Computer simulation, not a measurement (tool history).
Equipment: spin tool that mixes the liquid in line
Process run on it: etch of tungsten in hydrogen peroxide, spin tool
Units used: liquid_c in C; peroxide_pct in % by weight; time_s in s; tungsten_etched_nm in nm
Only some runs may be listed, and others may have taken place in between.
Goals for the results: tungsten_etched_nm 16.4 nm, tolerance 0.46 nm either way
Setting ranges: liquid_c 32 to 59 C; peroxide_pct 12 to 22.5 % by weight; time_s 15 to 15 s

Run 1, hour 0: liquid_c 43 C, peroxide_pct 15.5 % by weight, time_s 15 s. Result: tungsten_etched_nm 22.343 nm.
Run 2, hour 1.5: liquid_c 43 C, peroxide_pct 15.5 % by weight, time_s 15 s. Result: tungsten_etched_nm 22.433 nm.
Run 3, hour 3.6: liquid_c 43 C, peroxide_pct 15.5 % by weight, time_s 15 s. Result: tungsten_etched_nm 22.484 nm.
Run 4, hour 10.8: liquid_c 43 C, peroxide_pct 15.5 % by weight, time_s 15 s. Result: tungsten_etched_nm 22.667 nm.
Run 5, hour 13.9: liquid_c 45.5 C, peroxide_pct 15.5 % by weight, time_s 15 s. Result: tungsten_etched_nm 26.161 nm.
Run 6, hour 14.5: liquid_c 44.5 C, peroxide_pct 15.5 % by weight, time_s 15 s. Result: tungsten_etched_nm 24.327 nm.
Run 7, hour 18.9: liquid_c 43.5 C, peroxide_pct 15.5 % by weight, time_s 15 s. Result: tungsten_etched_nm 23.281 nm.
Run 8, hour 22.1: liquid_c 42.5 C, peroxide_pct 15.5 % by weight, time_s 15 s. Result: tungsten_etched_nm 21.789 nm.
Run 9, hour 26.2: liquid_c 42 C, peroxide_pct 15.5 % by weight, time_s 15 s. Result: tungsten_etched_nm 20.907 nm.
Run 10, hour 32.5: liquid_c 42 C, peroxide_pct 15.5 % by weight, time_s 15 s. Result: tungsten_etched_nm 21.124 nm.

Below are 4 possible settings for the next run. Only one of them brings all results inside the allowed miss of their targets. Which is it?
Run A, hour 38.8: liquid_c 37 C, peroxide_pct 15.5 % by weight, time_s 15 s. Result: tungsten_etched_nm ?.
Run B, hour 38.8: liquid_c 36.5 C, peroxide_pct 17.5 % by weight, time_s 15 s. Result: tungsten_etched_nm ?.
Run C, hour 38.8: liquid_c 36.5 C, peroxide_pct 16.5 % by weight, time_s 15 s. Result: tungsten_etched_nm ?.
Run D, hour 38.8: liquid_c 37 C, peroxide_pct 18.5 % by weight, time_s 15 s. Result: tungsten_etched_nm ?.

move  tungsten_etched_nm
   A              15.003
   B               15.42
   C              14.973
   D               16.39
A: takes the biggest miss from the last run beyond its target
B: takes the biggest miss from the last run beyond its target
C: takes the biggest miss from the last run beyond its target
D: hits every target within its allowed miss
The right move is D.
